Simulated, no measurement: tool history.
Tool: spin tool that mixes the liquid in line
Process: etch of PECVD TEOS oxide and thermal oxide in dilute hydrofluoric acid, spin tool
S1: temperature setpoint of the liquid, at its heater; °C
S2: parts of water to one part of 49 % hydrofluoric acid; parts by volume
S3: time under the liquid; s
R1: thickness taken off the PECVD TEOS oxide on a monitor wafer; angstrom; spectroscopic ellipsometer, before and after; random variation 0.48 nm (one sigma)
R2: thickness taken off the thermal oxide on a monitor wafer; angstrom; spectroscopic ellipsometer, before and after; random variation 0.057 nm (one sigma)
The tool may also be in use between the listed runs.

run	day	S1	S2	S3	R1	R2
1	0.000	22.0	105	180	390.29	88.397
2	0.162	22.0	125	180	317.15	71.778
3	0.242	23.5	120	180	350.94	80.152
4	0.362	23.5	120	250	490.86	112.260
5	0.517	24.0	120	250	507.69	113.910
6	0.675	24.0	120	280	568.58	127.600
7	0.775	23.5	120	280	559.09	125.250

Run 8 comes next. What will it give?
8	0.971	23.0	120	280	?	?

Run 8 gave R1 542.26 angstrom, R2 122.350 angstrom.
